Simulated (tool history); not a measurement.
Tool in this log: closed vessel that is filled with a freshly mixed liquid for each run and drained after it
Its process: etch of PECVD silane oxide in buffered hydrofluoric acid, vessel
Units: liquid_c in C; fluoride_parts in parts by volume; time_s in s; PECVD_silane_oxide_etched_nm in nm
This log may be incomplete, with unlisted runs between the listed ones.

{"run": 1, "day": 0.0, "liquid_c": 22.0, "fluoride_parts": 17.5, "time_s": 30, "PECVD_silane_oxide_etched_nm": 50.63}
{"run": 2, "day": 0.246, "liquid_c": 23.5, "fluoride_parts": 16.0, "time_s": 30, "PECVD_silane_oxide_etched_nm": 61.538}
{"run": 3, "day": 0.296, "liquid_c": 23.5, "fluoride_parts": 11.5, "time_s": 30, "PECVD_silane_oxide_etched_nm": 83.295}
{"run": 4, "day": 0.4, "liquid_c": 23.5, "fluoride_parts": 15.0, "time_s": 30, "PECVD_silane_oxide_etched_nm": 64.896}
{"run": 5, "day": 0.538, "liquid_c": 23.5, "fluoride_parts": 11.5, "time_s": 30, "PECVD_silane_oxide_etched_nm": 82.73}
{"run": 6, "day": 0.775, "liquid_c": 26.0, "fluoride_parts": 11.5, "time_s": 30, "PECVD_silane_oxide_etched_nm": 95.368}

Expected results for the next run?
{"run": 7, "day": 1.117, "liquid_c": 26.5, "fluoride_parts": 11.5, "time_s": 30, "PECVD_silane_oxide_etched_nm": "?"}

PECVD_silane_oxide_etched_nm: 96.886 nm

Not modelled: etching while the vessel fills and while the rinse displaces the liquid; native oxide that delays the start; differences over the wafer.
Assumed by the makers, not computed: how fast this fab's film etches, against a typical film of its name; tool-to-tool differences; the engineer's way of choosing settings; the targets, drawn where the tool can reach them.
